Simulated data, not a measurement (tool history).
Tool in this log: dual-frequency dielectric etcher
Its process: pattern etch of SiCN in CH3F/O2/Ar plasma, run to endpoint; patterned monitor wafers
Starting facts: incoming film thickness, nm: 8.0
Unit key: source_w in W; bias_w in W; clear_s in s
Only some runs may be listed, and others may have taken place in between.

{"run": 1, "hour": 0.0, "source_w": 390, "bias_w": 74, "clear_s": 17.225}
{"run": 2, "hour": 1.7, "source_w": 390, "bias_w": 79, "clear_s": 16.672}
{"run": 3, "hour": 3.0, "source_w": 390, "bias_w": 89, "clear_s": 16.238}
{"run": 4, "hour": 4.9, "source_w": 340, "bias_w": 77, "clear_s": 17.78}
{"run": 5, "hour": 11.1, "source_w": 310, "bias_w": 70, "clear_s": 19.009}
{"run": 6, "hour": 15.2, "source_w": 290, "bias_w": 66, "clear_s": 19.759}

Run 7, settings as shown, results not yet in. Your forecast:
{"run": 7, "hour": 21.9, "source_w": 270, "bias_w": 63, "clear_s": "?"}

{"run 7": {"clear_s": 20.348}}

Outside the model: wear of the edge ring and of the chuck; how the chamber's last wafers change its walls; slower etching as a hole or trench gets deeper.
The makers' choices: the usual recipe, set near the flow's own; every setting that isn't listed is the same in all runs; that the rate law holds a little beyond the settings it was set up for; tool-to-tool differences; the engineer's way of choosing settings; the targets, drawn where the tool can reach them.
